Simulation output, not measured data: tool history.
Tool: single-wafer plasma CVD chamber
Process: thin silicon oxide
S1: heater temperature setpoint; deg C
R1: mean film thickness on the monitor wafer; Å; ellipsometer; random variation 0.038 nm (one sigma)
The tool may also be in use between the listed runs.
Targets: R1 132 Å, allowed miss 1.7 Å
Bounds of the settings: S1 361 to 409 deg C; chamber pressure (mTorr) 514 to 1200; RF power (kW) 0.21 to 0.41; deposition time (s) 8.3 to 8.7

{"run": 1, "hour": 0.0, "S1": 385, "chamber pressure (mTorr)": 857, "RF power (kW)": 0.31, "deposition time (s)": 8.7, "R1": 181.86}
{"run": 2, "hour": 6.8, "S1": 390, "chamber pressure (mTorr)": 857, "RF power (kW)": 0.31, "deposition time (s)": 8.7, "R1": 181.03}
{"run": 3, "hour": 8.4, "S1": 390, "chamber pressure (mTorr)": 941, "RF power (kW)": 0.31, "deposition time (s)": 8.7, "R1": 194.7}
{"run": 4, "hour": 14.6, "S1": 390, "chamber pressure (mTorr)": 877, "RF power (kW)": 0.31, "deposition time (s)": 8.7, "R1": 184.57}
{"run": 5, "hour": 16.0, "S1": 390, "chamber pressure (mTorr)": 958, "RF power (kW)": 0.31, "deposition time (s)": 8.7, "R1": 197.08}
{"run": 6, "hour": 20.3, "S1": 390, "chamber pressure (mTorr)": 891, "RF power (kW)": 0.305, "deposition time (s)": 8.7, "R1": 184.97}
{"run": 7, "hour": 21.4, "S1": 390, "chamber pressure (mTorr)": 835, "RF power (kW)": 0.305, "deposition time (s)": 8.7, "R1": 177.6}
{"run": 8, "hour": 24.8, "S1": 390, "chamber pressure (mTorr)": 787, "RF power (kW)": 0.3, "deposition time (s)": 8.7, "R1": 167.85}
{"run": 9, "hour": 26.6, "S1": 390, "chamber pressure (mTorr)": 747, "RF power (kW)": 0.3, "deposition time (s)": 8.7, "R1": 161.25}
{"run": 10, "hour": 33.4, "S1": 390, "chamber pressure (mTorr)": 576, "RF power (kW)": 0.295, "deposition time (s)": 8.7, "R1": 128.21}
{"run": 11, "hour": 35.2, "S1": 390, "chamber pressure (mTorr)": 580, "RF power (kW)": 0.295, "deposition time (s)": 8.7, "R1": 129.31}
{"run": 12, "hour": 38.2, "S1": 390, "chamber pressure (mTorr)": 583, "RF power (kW)": 0.295, "deposition time (s)": 8.7, "R1": 129.62}

4 next moves are on the table. One of them brings every result within its allowed miss. Which?
{"run": "A", "hour": 41.2, "S1": 388, "chamber pressure (mTorr)": 652, "RF power (kW)": 0.3, "deposition time (s)": 8.3, "R1": "?"}
{"run": "B", "hour": 41.2, "S1": 390, "chamber pressure (mTorr)": 584, "RF power (kW)": 0.31, "deposition time (s)": 8.6, "R1": "?"}
{"run": "C", "hour": 41.2, "S1": 396, "chamber pressure (mTorr)": 653, "RF power (kW)": 0.295, "deposition time (s)": 8.3, "R1": "?"}
{"run": "D", "hour": 41.2, "S1": 408, "chamber pressure (mTorr)": 613, "RF power (kW)": 0.305, "deposition time (s)": 8.7, "R1": "?"}

move=A R1=137.87
move=B R1=131.98
move=C R1=136.25
move=D R1=136.62
A: takes the result that was furthest off past its target
B: meets every target
C: takes the result that was furthest off past its target
D: takes the result that was furthest off past its target
Answer: B

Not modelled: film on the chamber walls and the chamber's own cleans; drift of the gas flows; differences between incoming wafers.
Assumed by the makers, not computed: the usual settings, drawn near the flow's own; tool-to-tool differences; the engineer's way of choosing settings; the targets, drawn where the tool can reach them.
